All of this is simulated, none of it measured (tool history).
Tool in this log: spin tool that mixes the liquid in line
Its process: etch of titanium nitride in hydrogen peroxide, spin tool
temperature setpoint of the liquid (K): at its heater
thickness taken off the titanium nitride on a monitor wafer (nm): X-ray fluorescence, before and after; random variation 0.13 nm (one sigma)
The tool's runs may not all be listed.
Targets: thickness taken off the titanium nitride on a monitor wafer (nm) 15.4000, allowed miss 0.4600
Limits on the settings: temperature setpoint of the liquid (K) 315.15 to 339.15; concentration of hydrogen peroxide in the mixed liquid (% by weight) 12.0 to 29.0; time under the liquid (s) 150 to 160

run    day  temperature setpoint of the liquid (K)  concentration of hydrogen peroxide in the mixed liquid (% by weight)  time under the liquid (s)  thickness taken off the titanium nitride on a monitor wafer (nm)
  1  0.000                                  331.15                                                                  19.5                        150                                                            9.6012
  2  0.362                                  336.15                                                                  19.5                        150                                                           13.4870
  3  0.700                                  336.15                                                                  21.5                        150                                                           13.8020
  4  0.879                                  336.65                                                                  21.5                        150                                                           13.9340
  5  1.100                                  337.15                                                                  21.5                        150                                                           14.6240
  6  1.383                                  334.15                                                                  21.5                        150                                                           11.7110
  7  1.679                                  335.15                                                                  21.5                        150                                                           12.9780
  8  1.946                                  336.15                                                                  21.5                        150                                                           13.6110
  9  2.112                                  336.65                                                                  21.5                        150                                                           14.2370

Which one of the following 5 next-run settings gets every result inside its allowed miss? There is exactly one.
  A  2.279                                  338.15                                                                  21.5                        160                                                                 ?
  B  2.279                                  337.15                                                                  25.5                        160                                                                 ?
  C  2.279                                  338.65                                                                  19.0                        160                                                                 ?
  D  2.279                                  337.65                                                                  20.5                        155                                                                 ?
  E  2.279                                  337.65                                                                  22.0                        160                                                                 ?

move  thickness taken off the titanium nitride on a monitor wafer (nm)
   A                                                           16.6340
   B                                                           16.1570
   C                                                           16.7420
   D                                                           15.4320
   E                                                           16.1740
A: the result that was furthest off in the last run now lies on the other side of its target
B: the result that was furthest off in the last run now lies on the other side of its target
C: the result that was furthest off in the last run now lies on the other side of its target
D: meets every target
E: the result that was furthest off in the last run now lies on the other side of its target
So the answer is move D, the one that meets all the targets.
